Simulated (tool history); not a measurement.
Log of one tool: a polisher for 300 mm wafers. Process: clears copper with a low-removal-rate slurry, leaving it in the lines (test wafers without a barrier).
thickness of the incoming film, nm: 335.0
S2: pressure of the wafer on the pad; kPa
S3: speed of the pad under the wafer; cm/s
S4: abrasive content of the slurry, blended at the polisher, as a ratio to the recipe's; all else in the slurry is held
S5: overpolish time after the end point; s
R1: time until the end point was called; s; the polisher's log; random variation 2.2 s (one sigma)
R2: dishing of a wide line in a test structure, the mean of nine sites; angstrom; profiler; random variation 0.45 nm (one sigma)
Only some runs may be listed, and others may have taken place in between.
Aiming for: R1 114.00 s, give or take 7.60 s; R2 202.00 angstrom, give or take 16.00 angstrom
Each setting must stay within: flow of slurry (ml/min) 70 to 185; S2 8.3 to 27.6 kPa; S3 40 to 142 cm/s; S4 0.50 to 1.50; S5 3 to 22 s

run 1 day=0.000 | flow_of_slurry_(ml/min)=120 S2=17.9 S3=90 S4=1.00 S5=11 | R1=154.97 R2=181.97
run 2 day=0.358 | flow_of_slurry_(ml/min)=120 S2=18.6 S3=90 S4=1.00 S5=11 | R1=147.03 R2=192.48
run 3 day=0.562 | flow_of_slurry_(ml/min)=120 S2=19.3 S3=90 S4=1.00 S5=11 | R1=143.19 R2=195.07
run 4 day=0.642 | flow_of_slurry_(ml/min)=120 S2=19.3 S3=90 S4=1.00 S5=8 | R1=144.77 R2=143.29
run 5 day=0.742 | flow_of_slurry_(ml/min)=120 S2=20.0 S3=90 S4=1.00 S5=8 | R1=139.15 R2=144.94
run 6 day=1.025 | flow_of_slurry_(ml/min)=120 S2=16.5 S3=90 S4=1.00 S5=8 | R1=168.94 R2=122.95
run 7 day=1.104 | flow_of_slurry_(ml/min)=120 S2=17.2 S3=90 S4=1.00 S5=8 | R1=158.01 R2=128.81
run 8 day=1.225 | flow_of_slurry_(ml/min)=120 S2=17.9 S3=90 S4=1.00 S5=8 | R1=150.67 R2=136.26
run 9 day=1.488 | flow_of_slurry_(ml/min)=120 S2=18.6 S3=90 S4=1.00 S5=8 | R1=151.29 R2=140.41

Which single option among these 4 for the next run brings every result within its allowed miss of target? Just one does.
run A day=1.750 | flow_of_slurry_(ml/min)=105 S2=18.6 S3=120 S4=0.85 S5=8 | R1=? R2=?
run B day=1.750 | flow_of_slurry_(ml/min)=100 S2=20.0 S3=98 S4=1.05 S5=13 | R1=? R2=?
run C day=1.750 | flow_of_slurry_(ml/min)=115 S2=22.1 S3=104 S4=1.00 S5=9 | R1=? R2=?
run D day=1.750 | flow_of_slurry_(ml/min)=120 S2=21.4 S3=110 S4=0.95 S5=7 | R1=? R2=?

move=A R1=135.11 R2=162.12
move=B R1=138.91 R2=249.44
move=C R1=119.03 R2=205.01
move=D R1=118.58 R2=162.09
A: better than the last run, though not everything is in spec
B: better than the last run, though not everything is in spec
C: in spec on every target
D: meets the target for the result that was furthest off, but another lies outside its allowed miss
Move C is the one to make.
